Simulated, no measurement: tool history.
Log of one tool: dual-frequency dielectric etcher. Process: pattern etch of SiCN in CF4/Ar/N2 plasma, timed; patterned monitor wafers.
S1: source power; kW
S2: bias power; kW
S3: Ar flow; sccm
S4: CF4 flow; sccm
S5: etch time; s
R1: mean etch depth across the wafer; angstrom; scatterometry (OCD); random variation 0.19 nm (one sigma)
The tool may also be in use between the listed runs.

| run | hour | S1 | S2 | S3 | S4 | S5 | R1 |
|---|---|---|---|---|---|---|---|
| 1 | 0.0 | 0.470 | 0.072 | 108 | 69 | 39 | 351.75 |
| 2 | 1.1 | 0.450 | 0.072 | 108 | 69 | 39 | 338.56 |
| 3 | 8.8 | 0.430 | 0.072 | 108 | 69 | 39 | 324.00 |
| 4 | 9.3 | 0.420 | 0.072 | 108 | 69 | 39 | 319.88 |
| 5 | 11.8 | 0.410 | 0.072 | 108 | 69 | 39 | 315.29 |
| 6 | 18.3 | 0.400 | 0.072 | 108 | 69 | 39 | 310.64 |

Run 7 comes next. What will it give?
| 7 | 22.1 | 0.390 | 0.072 | 108 | 69 | 39 | ? |

R1: 301.19 angstrom
